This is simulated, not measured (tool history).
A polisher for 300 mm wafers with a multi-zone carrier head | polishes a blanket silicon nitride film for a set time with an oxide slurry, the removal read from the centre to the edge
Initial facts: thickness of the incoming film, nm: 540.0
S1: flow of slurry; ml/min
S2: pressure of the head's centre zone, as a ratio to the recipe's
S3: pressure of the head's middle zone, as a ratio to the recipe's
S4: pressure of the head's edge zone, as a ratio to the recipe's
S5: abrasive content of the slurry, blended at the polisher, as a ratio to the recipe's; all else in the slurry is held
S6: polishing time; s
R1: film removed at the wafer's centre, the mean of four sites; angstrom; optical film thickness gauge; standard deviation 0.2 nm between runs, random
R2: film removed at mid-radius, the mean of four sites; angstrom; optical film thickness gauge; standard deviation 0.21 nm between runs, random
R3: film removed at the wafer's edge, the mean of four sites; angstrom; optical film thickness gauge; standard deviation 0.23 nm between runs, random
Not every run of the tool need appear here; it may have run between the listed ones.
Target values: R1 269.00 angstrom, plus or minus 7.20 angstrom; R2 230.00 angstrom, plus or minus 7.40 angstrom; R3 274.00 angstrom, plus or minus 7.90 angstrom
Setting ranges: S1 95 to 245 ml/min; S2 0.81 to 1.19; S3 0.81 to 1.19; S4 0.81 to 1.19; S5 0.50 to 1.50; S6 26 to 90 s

run,hour,S1,S2,S3,S4,S5,S6,R1,R2,R3
1,0.0,155,1.00,1.00,1.00,1.00,58,406.72,407.32,405.20
2,5.7,150,1.00,0.97,1.00,0.95,57,393.89,384.57,392.06
3,10.0,145,1.00,0.95,1.00,0.90,56,374.85,363.10,378.24
4,17.7,145,0.93,0.95,1.00,0.90,56,347.80,358.27,374.10
5,19.8,145,0.93,0.95,1.00,0.90,45,281.31,288.81,298.08
6,27.2,140,0.94,0.93,1.00,0.85,45,273.89,277.41,295.06
7,32.4,135,0.95,0.91,0.99,0.85,45,275.97,274.85,295.39
8,41.0,135,0.96,0.90,0.99,0.80,45,275.03,257.59,286.05
9,43.3,130,0.96,0.89,0.98,0.80,45,271.55,258.65,283.22
10,46.9,125,0.97,0.88,0.98,0.80,45,272.55,253.12,282.74
11,48.2,125,0.97,0.88,0.98,0.80,45,273.33,256.27,283.26
12,50.6,125,0.97,0.87,0.98,0.80,45,269.50,247.13,282.92
13,58.8,125,0.97,0.86,0.98,0.80,45,274.32,250.16,281.23

5 next moves are on the table. One of them brings every result within its allowed miss. Which?
A,67.0,105,1.04,0.81,1.05,0.80,46,?,?,?
B,67.0,105,1.03,0.84,0.91,0.70,46,?,?,?
C,67.0,150,0.96,0.85,0.95,1.15,38,?,?,?
D,67.0,120,1.04,0.85,1.07,0.85,41,?,?,?
E,67.0,100,1.07,0.88,0.94,0.80,43,?,?,?

move,R1,R2,R3
A,284.46,233.41,288.03
B,267.80,228.44,255.40
C,270.36,246.38,272.37
D,268.23,227.96,270.43
E,269.71,230.92,253.07
A: gets the furthest-off result to its target, but another result is out of tolerance
B: gets the furthest-off result to its target, but another result is out of tolerance
C: moves toward the targets from the last run without getting all of them in spec
D: every result lands within tolerance
E: gets the furthest-off result to its target, but another result is out of tolerance
So the answer is move D, the one that meets all the targets.
